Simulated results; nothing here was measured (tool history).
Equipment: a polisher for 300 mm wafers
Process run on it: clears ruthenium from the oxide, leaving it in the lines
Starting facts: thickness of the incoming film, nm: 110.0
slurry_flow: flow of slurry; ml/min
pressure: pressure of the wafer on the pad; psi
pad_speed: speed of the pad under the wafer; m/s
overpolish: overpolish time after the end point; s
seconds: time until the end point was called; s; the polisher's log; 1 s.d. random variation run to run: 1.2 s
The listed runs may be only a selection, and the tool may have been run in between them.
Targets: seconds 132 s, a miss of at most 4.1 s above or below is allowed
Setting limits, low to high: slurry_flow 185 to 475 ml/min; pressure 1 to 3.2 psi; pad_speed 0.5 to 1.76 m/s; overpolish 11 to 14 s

run,day,slurry_flow,pressure,pad_speed,overpolish,seconds
1,0,305,2.1,1.12,14,96.555
2,0.067,305,2.3,1.12,14,88.454
3,0.229,305,2.2,1.12,14,90.785
4,0.408,240,2.2,1.12,14,94.117
5,0.746,240,2.2,0.88,14,118.85
6,0.821,240,2.2,0.62,14,166.12
7,0.958,240,2.3,0.62,14,159.51
8,1.075,240,2.3,0.62,14,159.88
9,1.133,240,2.4,0.62,14,154.5
10,1.412,240,2.5,0.62,14,147.28

Next run, 5 choices. One meets every target within its allowed miss, the rest don't. Which?
A,1.692,220,2.4,0.56,11,?
B,1.692,230,2.7,0.6,14,?
C,1.692,240,2.5,0.64,14,?
D,1.692,300,2.3,0.7,14,?
E,1.692,235,2.7,0.64,14,?

move,seconds
A,169.41
B,140.73
C,141.98
D,138.16
E,132.04
A: misses by more than the last run did
B: closer than the last run, but not yet in spec
C: closer than the last run, but not yet in spec
D: closer than the last run, but not yet in spec
E: each result inside its tolerance
The move that meets every target is E.
